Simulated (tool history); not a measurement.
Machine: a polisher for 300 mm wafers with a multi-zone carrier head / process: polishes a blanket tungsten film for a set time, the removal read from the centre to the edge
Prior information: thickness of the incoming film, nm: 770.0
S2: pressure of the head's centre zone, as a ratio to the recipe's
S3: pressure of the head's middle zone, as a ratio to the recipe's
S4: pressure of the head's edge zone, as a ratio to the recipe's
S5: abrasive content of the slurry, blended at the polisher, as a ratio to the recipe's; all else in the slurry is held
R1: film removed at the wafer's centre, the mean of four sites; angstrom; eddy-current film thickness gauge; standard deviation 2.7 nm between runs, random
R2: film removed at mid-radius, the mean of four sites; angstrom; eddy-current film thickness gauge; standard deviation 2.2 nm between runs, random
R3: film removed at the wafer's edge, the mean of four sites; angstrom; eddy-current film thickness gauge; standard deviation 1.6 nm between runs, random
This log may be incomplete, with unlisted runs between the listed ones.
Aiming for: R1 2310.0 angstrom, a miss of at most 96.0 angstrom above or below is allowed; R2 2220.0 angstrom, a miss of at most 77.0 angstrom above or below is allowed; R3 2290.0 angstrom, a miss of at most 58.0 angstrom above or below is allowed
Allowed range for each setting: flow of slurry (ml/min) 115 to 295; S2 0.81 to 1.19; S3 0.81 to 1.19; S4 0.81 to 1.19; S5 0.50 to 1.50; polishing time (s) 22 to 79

Run 1, hour 0.0: flow of slurry (ml/min) 190, S2 1.00, S3 1.00, S4 1.00, S5 1.00, polishing time (s) 50. Result: R1 2787.7 angstrom, R2 3217.1 angstrom, R3 3177.5 angstrom.
Run 2, hour 5.0: flow of slurry (ml/min) 190, S2 1.00, S3 1.04, S4 1.00, S5 1.00, polishing time (s) 50. Result: R1 2916.6 angstrom, R2 3265.8 angstrom, R3 3198.7 angstrom.
Run 3, hour 10.6: flow of slurry (ml/min) 190, S2 1.00, S3 1.04, S4 0.92, S5 1.00, polishing time (s) 50. Result: R1 2821.6 angstrom, R2 3292.5 angstrom, R3 3064.1 angstrom.
Run 4, hour 14.5: flow of slurry (ml/min) 185, S2 1.04, S3 0.99, S4 0.91, S5 0.85, polishing time (s) 48. Result: R1 2682.6 angstrom, R2 2921.3 angstrom, R3 2853.7 angstrom.
Run 5, hour 15.6: flow of slurry (ml/min) 230, S2 1.04, S3 0.99, S4 0.91, S5 0.85, polishing time (s) 48. Result: R1 2839.8 angstrom, R2 3033.3 angstrom, R3 2867.9 angstrom.
Run 6, hour 19.1: flow of slurry (ml/min) 230, S2 1.04, S3 0.99, S4 0.98, S5 0.85, polishing time (s) 48. Result: R1 2858.7 angstrom, R2 2963.8 angstrom, R3 3029.0 angstrom.
Run 7, hour 23.4: flow of slurry (ml/min) 230, S2 1.05, S3 0.97, S4 0.95, S5 0.75, polishing time (s) 46. Result: R1 2650.1 angstrom, R2 2768.0 angstrom, R3 2740.7 angstrom.
Run 8, hour 29.9: flow of slurry (ml/min) 225, S2 1.06, S3 0.94, S4 0.93, S5 0.70, polishing time (s) 45. Result: R1 2510.4 angstrom, R2 2574.5 angstrom, R3 2609.5 angstrom.
Run 9, hour 32.1: flow of slurry (ml/min) 220, S2 1.07, S3 0.92, S4 0.90, S5 0.65, polishing time (s) 45. Result: R1 2534.8 angstrom, R2 2506.0 angstrom, R3 2505.3 angstrom.
Run 10, hour 36.1: flow of slurry (ml/min) 210, S2 1.07, S3 0.90, S4 0.88, S5 0.65, polishing time (s) 45. Result: R1 2520.9 angstrom, R2 2498.5 angstrom, R3 2482.3 angstrom.
At hour 42.9: centre zone pressure recalibrated.
Run 11, hour 42.9: flow of slurry (ml/min) 200, S2 1.07, S3 0.88, S4 0.87, S5 0.60, polishing time (s) 45. Result: R1 2717.4 angstrom, R2 2347.8 angstrom, R3 2389.5 angstrom.
Run 12, hour 45.1: flow of slurry (ml/min) 210, S2 1.05, S3 0.89, S4 0.88, S5 0.55, polishing time (s) 44. Result: R1 2606.5 angstrom, R2 2287.3 angstrom, R3 2314.0 angstrom.
Run 13, hour 50.2: flow of slurry (ml/min) 215, S2 1.07, S3 0.90, S4 0.90, S5 0.55, polishing time (s) 43. Result: R1 2585.7 angstrom, R2 2279.4 angstrom, R3 2295.9 angstrom.
Run 14, hour 57.7: flow of slurry (ml/min) 225, S2 1.06, S3 0.89, S4 0.89, S5 0.60, polishing time (s) 42. Result: R1 2617.9 angstrom, R2 2285.3 angstrom, R3 2308.1 angstrom.
Run 15, hour 64.5: flow of slurry (ml/min) 215, S2 1.08, S3 0.90, S4 0.90, S5 0.60, polishing time (s) 42. Result: R1 2573.3 angstrom, R2 2235.8 angstrom, R3 2304.5 angstrom.
Run 16, hour 66.0: flow of slurry (ml/min) 220, S2 1.03, S3 0.91, S4 0.93, S5 0.60, polishing time (s) 42. Result: R1 2537.2 angstrom, R2 2267.7 angstrom, R3 2326.2 angstrom.
Run 17, hour 67.4: flow of slurry (ml/min) 215, S2 1.05, S3 0.93, S4 0.95, S5 0.60, polishing time (s) 41. Result: R1 2506.7 angstrom, R2 2270.8 angstrom, R3 2311.4 angstrom.
Run 18, hour 74.4: flow of slurry (ml/min) 225, S2 1.07, S3 0.94, S4 0.97, S5 0.65, polishing time (s) 39. Result: R1 2470.8 angstrom, R2 2180.7 angstrom, R3 2277.0 angstrom.

Of the 4 settings listed for the next run, only one would bring every result within its allowed miss of target. Which one?
Run A, hour 81.4: flow of slurry (ml/min) 215, S2 0.99, S3 1.05, S4 0.94, S5 0.95, polishing time (s) 37. Result: R1 ?, R2 ?, R3 ?.
Run B, hour 81.4: flow of slurry (ml/min) 190, S2 1.13, S3 0.86, S4 0.93, S5 0.60, polishing time (s) 42. Result: R1 ?, R2 ?, R3 ?.
Run C, hour 81.4: flow of slurry (ml/min) 195, S2 1.01, S3 0.96, S4 1.00, S5 0.50, polishing time (s) 42. Result: R1 ?, R2 ?, R3 ?.
Run D, hour 81.4: flow of slurry (ml/min) 215, S2 0.91, S3 1.08, S4 1.19, S5 1.50, polishing time (s) 32. Result: R1 ?, R2 ?, R3 ?.

move      R1      R2      R3
   A  2334.0  2412.4  2280.3
   B  2667.2  2151.4  2290.2
   C  2296.9  2209.0  2279.3
   D  2071.3  2371.1  2475.7
A: brings the result that was furthest off to its target, and leaves another outside
B: further off than the last run
C: hits every target within its allowed miss
D: takes the biggest miss from the last run beyond its target
The move that meets every target is C.

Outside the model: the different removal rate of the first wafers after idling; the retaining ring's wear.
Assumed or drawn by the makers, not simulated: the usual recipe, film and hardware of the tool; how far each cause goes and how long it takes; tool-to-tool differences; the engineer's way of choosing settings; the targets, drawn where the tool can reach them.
